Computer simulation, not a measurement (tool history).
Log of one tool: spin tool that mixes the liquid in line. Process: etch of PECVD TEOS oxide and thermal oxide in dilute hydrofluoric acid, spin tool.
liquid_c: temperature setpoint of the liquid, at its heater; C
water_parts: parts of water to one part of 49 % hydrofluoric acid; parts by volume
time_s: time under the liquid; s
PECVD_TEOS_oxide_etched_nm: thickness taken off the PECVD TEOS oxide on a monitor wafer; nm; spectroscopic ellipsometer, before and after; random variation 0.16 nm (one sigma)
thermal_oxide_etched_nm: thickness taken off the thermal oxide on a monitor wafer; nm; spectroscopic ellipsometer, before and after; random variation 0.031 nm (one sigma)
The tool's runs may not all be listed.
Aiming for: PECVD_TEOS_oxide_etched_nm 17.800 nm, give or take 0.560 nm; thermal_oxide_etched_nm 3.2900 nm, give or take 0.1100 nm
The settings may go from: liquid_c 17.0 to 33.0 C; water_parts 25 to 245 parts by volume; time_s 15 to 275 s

run,hour,liquid_c,water_parts,time_s,PECVD_TEOS_oxide_etched_nm,thermal_oxide_etched_nm
1,0.0,25.0,135,140,28.041,5.2573
2,1.2,25.0,135,195,39.122,7.2204
3,9.2,25.0,165,195,31.243,5.6532
4,12.8,25.0,165,175,27.691,5.1978
5,16.1,25.0,200,175,22.001,4.1062
6,22.2,23.5,200,175,20.505,3.8651
7,30.5,22.5,200,175,20.266,3.7496
8,34.8,21.5,200,175,19.392,3.6175
9,43.2,21.0,200,175,18.962,3.4915
10,47.9,20.5,200,175,18.924,3.4238

Of the 4 settings listed for the next run, only one would bring every result within its allowed miss of target. Which one?
A,52.6,19.0,220,200,?,?
B,52.6,24.0,210,185,?,?
C,52.6,31.0,190,120,?,?
D,52.6,23.5,210,175,?,?

move,PECVD_TEOS_oxide_etched_nm,thermal_oxide_etched_nm
A,18.110,3.3305
B,21.398,3.9351
C,20.140,3.7038
D,19.872,3.6545
A: every result within its allowed miss
B: its largest miss is bigger than the last run's
C: its largest miss is bigger than the last run's
D: its largest miss is bigger than the last run's
Move A is the one to make.
